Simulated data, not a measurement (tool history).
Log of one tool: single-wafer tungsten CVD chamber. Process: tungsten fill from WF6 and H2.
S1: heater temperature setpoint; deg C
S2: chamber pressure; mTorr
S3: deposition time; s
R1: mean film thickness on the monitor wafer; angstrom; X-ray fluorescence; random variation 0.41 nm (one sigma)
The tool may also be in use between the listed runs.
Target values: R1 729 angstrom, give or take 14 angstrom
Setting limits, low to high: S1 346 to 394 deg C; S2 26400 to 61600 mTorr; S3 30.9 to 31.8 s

run 1 hour=0 | S1=370 S2=44000 S3=30.9 | R1=576.52
run 2 hour=5.3 | S1=370 S2=44000 S3=30.9 | R1=576.57
run 3 hour=8.8 | S1=363 S2=44000 S3=30.9 | R1=499.94
run 4 hour=15.5 | S1=366 S2=44100 S3=30.9 | R1=535.8
run 5 hour=17 | S1=366 S2=44100 S3=30.9 | R1=530.05
run 6 hour=17.8 | S1=366 S2=47100 S3=30.9 | R1=536.64
run 7 hour=26.5 | S1=368 S2=47200 S3=30.9 | R1=570.35
run 8 hour=27.3 | S1=368 S2=47200 S3=30.9 | R1=563.84

Pick the move, out of 5, that brings all results within their allowed miss; only one does.
run A hour=28.1 | S1=382 S2=46300 S3=31.8 | R1=?
run B hour=28.1 | S1=355 S2=46500 S3=30.9 | R1=?
run C hour=28.1 | S1=381 S2=48100 S3=31.8 | R1=?
run D hour=28.1 | S1=375 S2=49200 S3=31.8 | R1=?
run E hour=28.1 | S1=377 S2=52100 S3=31.8 | R1=?

move=A R1=757.77
move=B R1=427.01
move=C R1=755.07
move=D R1=678.21
move=E R1=722.31
A: pushes the last run's worst result past its target
B: the biggest miss grows against the last run
C: pushes the last run's worst result past its target
D: an improvement on the last run, though not all results are within tolerance
E: hits every target within its allowed miss
Go with E: it meets all targets.

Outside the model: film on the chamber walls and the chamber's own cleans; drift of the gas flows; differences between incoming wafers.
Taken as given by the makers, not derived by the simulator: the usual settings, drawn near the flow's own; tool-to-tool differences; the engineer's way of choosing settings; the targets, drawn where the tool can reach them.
